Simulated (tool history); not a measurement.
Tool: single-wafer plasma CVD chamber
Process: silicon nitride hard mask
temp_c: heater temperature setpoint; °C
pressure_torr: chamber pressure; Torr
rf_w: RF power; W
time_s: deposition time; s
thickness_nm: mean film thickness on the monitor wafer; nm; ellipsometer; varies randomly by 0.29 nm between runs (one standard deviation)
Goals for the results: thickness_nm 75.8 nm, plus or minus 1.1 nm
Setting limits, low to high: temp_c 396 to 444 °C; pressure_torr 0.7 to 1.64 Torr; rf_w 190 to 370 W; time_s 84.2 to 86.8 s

{"run": 1, "day": 0.0, "temp_c": 420, "pressure_torr": 1.17, "rf_w": 280, "time_s": 84.2, "thickness_nm": 81.112}
{"run": 2, "day": 0.1, "temp_c": 420, "pressure_torr": 1.03, "rf_w": 280, "time_s": 84.2, "thickness_nm": 77.297}
{"run": 3, "day": 0.238, "temp_c": 420, "pressure_torr": 1.02, "rf_w": 280, "time_s": 84.2, "thickness_nm": 77.143}
{"run": 4, "day": 0.321, "temp_c": 420, "pressure_torr": 1.02, "rf_w": 305, "time_s": 84.2, "thickness_nm": 83.824}
{"run": 5, "day": 0.471, "temp_c": 420, "pressure_torr": 1.02, "rf_w": 305, "time_s": 84.2, "thickness_nm": 83.003}
{"run": 6, "day": 0.612, "temp_c": 420, "pressure_torr": 1.02, "rf_w": 305, "time_s": 86.8, "thickness_nm": 86.216}
{"run": 7, "day": 0.846, "temp_c": 420, "pressure_torr": 0.95, "rf_w": 300, "time_s": 86.8, "thickness_nm": 82.962}
{"run": 8, "day": 1.154, "temp_c": 420, "pressure_torr": 0.89, "rf_w": 300, "time_s": 86.8, "thickness_nm": 80.572}
{"day": 1.458, "done": "thermocouple changed; heater temperature recalibrated"}
{"run": 9, "day": 1.458, "temp_c": 420, "pressure_torr": 0.85, "rf_w": 300, "time_s": 86.8, "thickness_nm": 78.499}
{"run": 10, "day": 1.679, "temp_c": 420, "pressure_torr": 0.83, "rf_w": 300, "time_s": 86.8, "thickness_nm": 78.043}

Below are 5 possible settings for the next run. Only one of them brings all results inside the allowed miss of their targets. Which is it?
{"run": "A", "day": 1.9, "temp_c": 419, "pressure_torr": 0.73, "rf_w": 310, "time_s": 84.2, "thickness_nm": "?"}
{"run": "B", "day": 1.9, "temp_c": 423, "pressure_torr": 0.81, "rf_w": 290, "time_s": 84.7, "thickness_nm": "?"}
{"run": "C", "day": 1.9, "temp_c": 425, "pressure_torr": 1.01, "rf_w": 275, "time_s": 84.7, "thickness_nm": "?"}
{"run": "D", "day": 1.9, "temp_c": 412, "pressure_torr": 1.16, "rf_w": 255, "time_s": 84.2, "thickness_nm": "?"}
{"run": "E", "day": 1.9, "temp_c": 421, "pressure_torr": 0.78, "rf_w": 290, "time_s": 86.4, "thickness_nm": "?"}

move=A thickness_nm=73.561
move=B thickness_nm=72.919
move=C thickness_nm=75.685
move=D thickness_nm=73.667
move=E thickness_nm=73.276
A: takes the biggest miss from the last run beyond its target
B: takes the biggest miss from the last run beyond its target
C: all results in spec
D: takes the biggest miss from the last run beyond its target
E: takes the biggest miss from the last run beyond its target
The right move is C.
